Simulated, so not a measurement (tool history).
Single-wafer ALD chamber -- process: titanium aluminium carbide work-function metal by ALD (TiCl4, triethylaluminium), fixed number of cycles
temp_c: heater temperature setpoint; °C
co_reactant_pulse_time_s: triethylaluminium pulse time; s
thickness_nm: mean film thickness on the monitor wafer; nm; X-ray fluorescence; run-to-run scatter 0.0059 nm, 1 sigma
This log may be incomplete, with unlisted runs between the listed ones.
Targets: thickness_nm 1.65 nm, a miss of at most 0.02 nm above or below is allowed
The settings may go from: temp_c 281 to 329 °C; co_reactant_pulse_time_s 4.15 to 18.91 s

run 1 hour=0 | temp_c=305 co_reactant_pulse_time_s=11.53 | thickness_nm=2.0291
run 2 hour=1 | temp_c=311 co_reactant_pulse_time_s=11.53 | thickness_nm=2.0863
run 3 hour=6.1 | temp_c=302 co_reactant_pulse_time_s=9.23 | thickness_nm=1.9387
run 4 hour=7 | temp_c=302 co_reactant_pulse_time_s=11.44 | thickness_nm=1.9987
run 5 hour=12.6 | temp_c=302 co_reactant_pulse_time_s=12.71 | thickness_nm=2.011
run 6 hour=21.2 | temp_c=302 co_reactant_pulse_time_s=10.88 | thickness_nm=1.9811
run 7 hour=28.1 | temp_c=295 co_reactant_pulse_time_s=8.78 | thickness_nm=1.8569
run 8 hour=30.8 | temp_c=291 co_reactant_pulse_time_s=7.67 | thickness_nm=1.7967
run 9 hour=33.2 | temp_c=288 co_reactant_pulse_time_s=6.81 | thickness_nm=1.7063
run 10 hour=39.3 | temp_c=287 co_reactant_pulse_time_s=6.76 | thickness_nm=1.6797
run 11 hour=44.4 | temp_c=286 co_reactant_pulse_time_s=6.74 | thickness_nm=1.6792
run 12 hour=47 | temp_c=285 co_reactant_pulse_time_s=6.72 | thickness_nm=1.6639
run 13 hour=50.5 | temp_c=285 co_reactant_pulse_time_s=6.71 | thickness_nm=1.6748

Below are 4 possible settings for the next run. Only one of them brings all results inside the allowed miss of their targets. Which is it?
run A hour=54 | temp_c=293 co_reactant_pulse_time_s=6.36 | thickness_nm=?
run B hour=54 | temp_c=284 co_reactant_pulse_time_s=7.48 | thickness_nm=?
run C hour=54 | temp_c=281 co_reactant_pulse_time_s=6.96 | thickness_nm=?
run D hour=54 | temp_c=285 co_reactant_pulse_time_s=7.42 | thickness_nm=?

move=A thickness_nm=1.714
move=B thickness_nm=1.7058
move=C thickness_nm=1.65
move=D thickness_nm=1.7117
A: the biggest miss grows against the last run
B: the biggest miss grows against the last run
C: all results in spec
D: the biggest miss grows against the last run
Move C is the one to make.
